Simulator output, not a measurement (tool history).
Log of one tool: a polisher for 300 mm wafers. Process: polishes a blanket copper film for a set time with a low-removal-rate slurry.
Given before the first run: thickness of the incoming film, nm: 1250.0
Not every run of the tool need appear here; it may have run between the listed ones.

| run | hour | flow of slurry (ml/min) | pressure of the wafer on the pad (psi) | speed of the pad under the wafer (cm/s) | abrasive content of the slurry | polishing time (s) | film removed (angstrom) |
|---|---|---|---|---|---|---|---|
| 1 | 0.0 | 260 | 2.2 | 104 | 1.0 | 53 | 932.40 |
| 2 | 5.5 | 260 | 2.2 | 114 | 1.0 | 53 | 1020.20 |
| 3 | 7.8 | 260 | 2.2 | 114 | 1.0 | 53 | 1020.50 |
| 4 | 8.5 | 260 | 2.2 | 132 | 1.0 | 53 | 1171.10 |
| 5 | 13.2 | 260 | 2.2 | 132 | 1.0 | 48 | 1074.80 |
| 6 | 21.6 | 260 | 2.6 | 132 | 1.0 | 48 | 1260.90 |
| 7 | 23.3 | 245 | 2.0 | 130 | 1.0 | 48 | 940.59 |
| 8 | 25.9 | 225 | 1.9 | 130 | 1.0 | 48 | 896.13 |
| 9 | 29.7 | 215 | 1.8 | 130 | 1.0 | 48 | 841.71 |

Run 10 is up next; what results do you expect?
| 10 | 32.1 | 200 | 1.7 | 130 | 1.0 | 48 | ? |

film removed (angstrom): 795.56
